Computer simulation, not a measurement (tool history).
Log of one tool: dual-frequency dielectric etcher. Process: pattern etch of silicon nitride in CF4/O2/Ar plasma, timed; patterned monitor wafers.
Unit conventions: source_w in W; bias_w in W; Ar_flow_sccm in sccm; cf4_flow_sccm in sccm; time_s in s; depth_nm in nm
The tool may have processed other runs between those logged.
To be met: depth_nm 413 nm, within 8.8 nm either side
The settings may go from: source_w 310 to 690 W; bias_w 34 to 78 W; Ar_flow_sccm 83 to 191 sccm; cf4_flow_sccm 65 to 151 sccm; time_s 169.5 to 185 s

run,hour,source_w,bias_w,Ar_flow_sccm,cf4_flow_sccm,time_s,depth_nm
1,0,500,56,137,108,185,334.32
2,2.2,500,56,137,115,185,337.65
3,5.6,530,56,137,115,185,353.09
4,14.5,530,63,137,115,185,365.45
5,19.3,550,63,137,115,185,377.33
6,26.4,550,63,137,127,185,380.7
7,34.9,560,63,137,127,185,387.03
8,41.7,570,63,137,127,185,391.91

5 candidate next runs follow, results not yet known. Just one meets every target within its allowed miss. Identify it.
A,48.5,560,66,158,120,185,?
B,48.5,550,60,145,131,185,?
C,48.5,670,56,119,151,169.5,?
D,48.5,560,64,148,122,181.5,?
E,48.5,600,65,147,118,180.5,?

move,depth_nm
A,378.93
B,371.25
C,411.21
D,372.96
E,393.26
A: its largest miss is bigger than the last run's
B: its largest miss is bigger than the last run's
C: hits every target within its allowed miss
D: its largest miss is bigger than the last run's
E: closer than the last run, but not yet in spec
So the answer is move C, the one that meets all the targets.
